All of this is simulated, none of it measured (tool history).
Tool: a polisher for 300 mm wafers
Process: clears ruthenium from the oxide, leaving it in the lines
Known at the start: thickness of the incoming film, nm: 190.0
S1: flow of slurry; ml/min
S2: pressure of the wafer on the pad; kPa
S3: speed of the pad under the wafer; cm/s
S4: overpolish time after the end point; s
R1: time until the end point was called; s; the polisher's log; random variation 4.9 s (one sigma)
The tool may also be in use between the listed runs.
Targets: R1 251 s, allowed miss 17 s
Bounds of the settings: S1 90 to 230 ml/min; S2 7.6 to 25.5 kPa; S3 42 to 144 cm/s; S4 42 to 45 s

run	day	S1	S2	S3	S4	R1
1	0	150	16.5	92	42	153
2	0.05	150	14.5	90	42	173.33
3	0.404	150	13.1	88	42	189.72
4	0.617	150	13.1	78	42	207.14
5	0.983	165	13.1	78	42	207.97
6	1.058	165	13.1	78	42	204.91
7	1.4	165	12.4	76	42	217.03
8	1.546	165	11.7	76	42	226.19

5 next moves are on the table. One of them brings every result within its allowed miss. Which?
A	1.692	175	9.7	58	45	?
B	1.692	145	9	84	42	?
C	1.692	175	11.7	54	43	?
D	1.692	110	12.4	104	42	?
E	1.692	190	12.4	76	42	?

move	R1
A	305.47
B	243.67
C	285.67
D	175.9
E	206.11
A: takes the result that was furthest off past its target
B: meets every target
C: takes the result that was furthest off past its target
D: further off than the last run
E: further off than the last run
The right move is B.
